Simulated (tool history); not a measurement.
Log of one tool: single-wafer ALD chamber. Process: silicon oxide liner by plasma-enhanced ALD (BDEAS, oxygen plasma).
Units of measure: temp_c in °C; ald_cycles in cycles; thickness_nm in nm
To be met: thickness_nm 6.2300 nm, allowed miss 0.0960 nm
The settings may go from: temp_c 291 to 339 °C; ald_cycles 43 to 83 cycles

Run 1, hour 0.0: temp_c 315 °C, ald_cycles 63 cycles. Result: thickness_nm 5.4657 nm.
Run 2, hour 6.5: temp_c 314 °C, ald_cycles 65 cycles. Result: thickness_nm 5.6663 nm.
Run 3, hour 12.9: temp_c 314 °C, ald_cycles 58 cycles. Result: thickness_nm 5.0877 nm.
Run 4, hour 14.7: temp_c 323 °C, ald_cycles 58 cycles. Result: thickness_nm 4.9770 nm.
Run 5, hour 16.6: temp_c 320 °C, ald_cycles 61 cycles. Result: thickness_nm 5.2891 nm.
Run 6, hour 18.7: temp_c 319 °C, ald_cycles 63 cycles. Result: thickness_nm 5.4590 nm.
Run 7, hour 25.4: temp_c 318 °C, ald_cycles 65 cycles. Result: thickness_nm 5.6439 nm.
Run 8, hour 27.5: temp_c 317 °C, ald_cycles 66 cycles. Result: thickness_nm 5.7187 nm.
Run 9, hour 29.0: temp_c 316 °C, ald_cycles 67 cycles. Result: thickness_nm 5.7912 nm.
Run 10, hour 36.8: temp_c 315 °C, ald_cycles 73 cycles. Result: thickness_nm 6.3521 nm.

Which of these 5 next moves meets every target?
Run A, hour 44.6: temp_c 323 °C, ald_cycles 75 cycles. Result: thickness_nm ?.
Run B, hour 44.6: temp_c 326 °C, ald_cycles 73 cycles. Result: thickness_nm ?.
Run C, hour 44.6: temp_c 321 °C, ald_cycles 75 cycles. Result: thickness_nm ?.
Run D, hour 44.6: temp_c 322 °C, ald_cycles 69 cycles. Result: thickness_nm ?.
Run E, hour 44.6: temp_c 319 °C, ald_cycles 75 cycles. Result: thickness_nm ?.

move  thickness_nm
   A        6.4505
   B        6.2533
   C        6.4678
   D        5.9424
   E        6.4850
A: further off than the last run
B: all results in spec
C: further off than the last run
D: carries the result that was furthest off beyond its target, to the other side
E: further off than the last run
So the answer is move B, the one that meets all the targets.
